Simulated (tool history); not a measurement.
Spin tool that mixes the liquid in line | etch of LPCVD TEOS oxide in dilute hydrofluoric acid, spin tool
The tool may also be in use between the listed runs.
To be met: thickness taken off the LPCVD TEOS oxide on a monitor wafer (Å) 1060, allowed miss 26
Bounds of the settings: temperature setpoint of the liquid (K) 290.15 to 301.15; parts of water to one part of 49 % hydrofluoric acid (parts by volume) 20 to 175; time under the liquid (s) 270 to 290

run	hour	temperature setpoint of the liquid (K)	parts of water to one part of 49 % hydrofluoric acid (parts by volume)	time under the liquid (s)	thickness taken off the LPCVD TEOS oxide on a monitor wafer (Å)
1	0	293.15	95	270	464.37
2	8.2	294.65	85	270	561.62
3	14.5	294.65	85	290	600.56
4	23.4	294.65	105	290	474.54
# hour 29.9: hydrofluoric acid flow meter replaced
5	29.9	297.15	105	290	560.57
6	34.5	298.15	100	290	610.61
7	39.1	298.65	95	290	671.11
8	42.7	299.15	90	290	725.02
9	51.2	299.65	85	290	777.43

5 next moves are on the table. One of them brings every result within its allowed miss. Which?
A	59.7	294.65	50	285	?
B	59.7	301.15	65	290	?
C	59.7	298.65	60	290	?
D	59.7	299.65	65	290	?
E	59.7	296.65	55	290	?

move	thickness taken off the LPCVD TEOS oxide on a monitor wafer (Å)
A	1109.8
B	1109
C	1095.1
D	1045
E	1108.5
A: takes the result that was furthest off past its target
B: takes the result that was furthest off past its target
C: takes the result that was furthest off past its target
D: meets every target
E: takes the result that was furthest off past its target
Move D is the one to make.
